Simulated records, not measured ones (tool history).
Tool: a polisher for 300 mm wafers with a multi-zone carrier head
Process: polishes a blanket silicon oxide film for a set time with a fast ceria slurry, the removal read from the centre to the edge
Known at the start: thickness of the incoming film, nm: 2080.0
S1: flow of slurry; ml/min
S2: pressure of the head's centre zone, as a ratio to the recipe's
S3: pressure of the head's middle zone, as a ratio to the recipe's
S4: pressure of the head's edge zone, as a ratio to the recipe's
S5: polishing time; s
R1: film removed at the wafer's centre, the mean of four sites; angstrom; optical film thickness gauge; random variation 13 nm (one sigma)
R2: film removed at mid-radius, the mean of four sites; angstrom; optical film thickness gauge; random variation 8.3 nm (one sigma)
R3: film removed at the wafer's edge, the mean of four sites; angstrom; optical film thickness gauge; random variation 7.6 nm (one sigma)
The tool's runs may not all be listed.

run,hour,S1,S2,S3,S4,S5,R1,R2,R3
1,0,260,1,1,1,57,7164,6654.7,6478
2,2.6,205,1,1,1,57,6917.2,6553.6,6338.4
3,7.3,215,1.01,0.99,1.03,59,7357.4,6587.9,6728.8
4,14.8,215,1.01,0.99,0.97,59,7308.4,6617.6,6571.3
5,20.1,215,1.01,0.98,0.99,61,7305.5,6697.8,6810.7
6,22.1,220,1.02,0.98,1.01,63,7964.1,7007,7116.8
7,26.2,225,1.02,0.98,1.03,64,8062,7281,7291.5

Forecast run 8:
8,27.8,225,1.02,0.97,1.05,65,?,?,?

{"run 8": {"R1": 8048.2, "R2": 7268.6, "R3": 7540.5}}

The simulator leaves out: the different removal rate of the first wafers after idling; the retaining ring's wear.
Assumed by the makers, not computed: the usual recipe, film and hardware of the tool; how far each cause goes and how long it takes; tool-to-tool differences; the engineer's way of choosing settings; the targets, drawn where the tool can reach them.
